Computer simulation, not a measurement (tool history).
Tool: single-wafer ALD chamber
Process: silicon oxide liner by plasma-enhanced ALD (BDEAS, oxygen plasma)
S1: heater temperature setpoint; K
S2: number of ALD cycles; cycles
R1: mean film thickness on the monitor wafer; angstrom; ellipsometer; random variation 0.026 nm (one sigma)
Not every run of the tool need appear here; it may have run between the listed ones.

{"run": 1, "hour": 0.0, "S1": 593.15, "S2": 41, "R1": 37.945}
{"run": 2, "hour": 3.5, "S1": 592.15, "S2": 43, "R1": 39.934}
{"run": 3, "hour": 7.6, "S1": 592.15, "S2": 39, "R1": 35.752}
{"run": 4, "hour": 13.5, "S1": 592.15, "S2": 42, "R1": 38.947}
{"run": 5, "hour": 20.9, "S1": 592.15, "S2": 44, "R1": 40.975}
{"run": 6, "hour": 29.0, "S1": 592.15, "S2": 45, "R1": 41.877}
{"run": 7, "hour": 30.5, "S1": 592.15, "S2": 46, "R1": 42.917}
{"run": 8, "hour": 31.6, "S1": 592.15, "S2": 47, "R1": 43.178}

What will run 9 give?
{"run": 9, "hour": 32.9, "S1": 592.15, "S2": 48, "R1": "?"}

{"run 9": {"R1": 44.304}}
